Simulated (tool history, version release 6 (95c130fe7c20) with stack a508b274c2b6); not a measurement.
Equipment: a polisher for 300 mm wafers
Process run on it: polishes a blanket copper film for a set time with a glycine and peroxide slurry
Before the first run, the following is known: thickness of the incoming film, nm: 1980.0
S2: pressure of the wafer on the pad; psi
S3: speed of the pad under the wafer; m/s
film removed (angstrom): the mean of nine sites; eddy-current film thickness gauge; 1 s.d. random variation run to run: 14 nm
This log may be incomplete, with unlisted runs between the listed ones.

{"run": 1, "hour": 0.0, "flow of slurry (ml/min)": 260, "S2": 3.2, "S3": 1.12, "polishing time (s)": 118, "film removed (angstrom)": 8499.6}
{"run": 2, "hour": 4.6, "flow of slurry (ml/min)": 240, "S2": 3.2, "S3": 1.12, "polishing time (s)": 118, "film removed (angstrom)": 8465.8}
{"run": 3, "hour": 8.3, "flow of slurry (ml/min)": 240, "S2": 3.3, "S3": 1.12, "polishing time (s)": 118, "film removed (angstrom)": 8440.5}
{"run": 4, "hour": 14.2, "flow of slurry (ml/min)": 215, "S2": 3.3, "S3": 1.12, "polishing time (s)": 118, "film removed (angstrom)": 8402.0}
{"run": 5, "hour": 17.7, "flow of slurry (ml/min)": 215, "S2": 3.3, "S3": 1.12, "polishing time (s)": 118, "film removed (angstrom)": 8468.6}
{"run": 6, "hour": 18.8, "flow of slurry (ml/min)": 215, "S2": 3.5, "S3": 1.12, "polishing time (s)": 118, "film removed (angstrom)": 8680.2}
{"run": 7, "hour": 26.4, "flow of slurry (ml/min)": 220, "S2": 3.7, "S3": 1.12, "polishing time (s)": 118, "film removed (angstrom)": 9350.3}
{"run": 8, "hour": 31.5, "flow of slurry (ml/min)": 225, "S2": 3.8, "S3": 1.12, "polishing time (s)": 118, "film removed (angstrom)": 9504.6}
{"run": 9, "hour": 38.4, "flow of slurry (ml/min)": 230, "S2": 3.9, "S3": 1.12, "polishing time (s)": 118, "film removed (angstrom)": 9561.8}
{"run": 10, "hour": 40.8, "flow of slurry (ml/min)": 230, "S2": 4.0, "S3": 1.12, "polishing time (s)": 118, "film removed (angstrom)": 9691.6}
{"run": 11, "hour": 46.7, "flow of slurry (ml/min)": 230, "S2": 4.1, "S3": 1.12, "polishing time (s)": 118, "film removed (angstrom)": 9957.3}
{"run": 12, "hour": 55.3, "flow of slurry (ml/min)": 230, "S2": 4.2, "S3": 1.12, "polishing time (s)": 118, "film removed (angstrom)": 10167.0}
{"run": 13, "hour": 59.4, "flow of slurry (ml/min)": 230, "S2": 4.3, "S3": 1.12, "polishing time (s)": 118, "film removed (angstrom)": 10244.0}
{"run": 14, "hour": 60.6, "flow of slurry (ml/min)": 230, "S2": 4.4, "S3": 1.12, "polishing time (s)": 118, "film removed (angstrom)": 10714.0}
{"run": 15, "hour": 68.5, "flow of slurry (ml/min)": 230, "S2": 4.5, "S3": 1.12, "polishing time (s)": 118, "film removed (angstrom)": 10564.0}
{"run": 16, "hour": 75.0, "flow of slurry (ml/min)": 230, "S2": 4.6, "S3": 1.12, "polishing time (s)": 118, "film removed (angstrom)": 10850.0}

Expected results for the next run?
{"run": 17, "hour": 81.7, "flow of slurry (ml/min)": 230, "S2": 4.8, "S3": 1.16, "polishing time (s)": 118, "film removed (angstrom)": "?"}

{"run 17": {"film removed (angstrom)": 11508.0}}
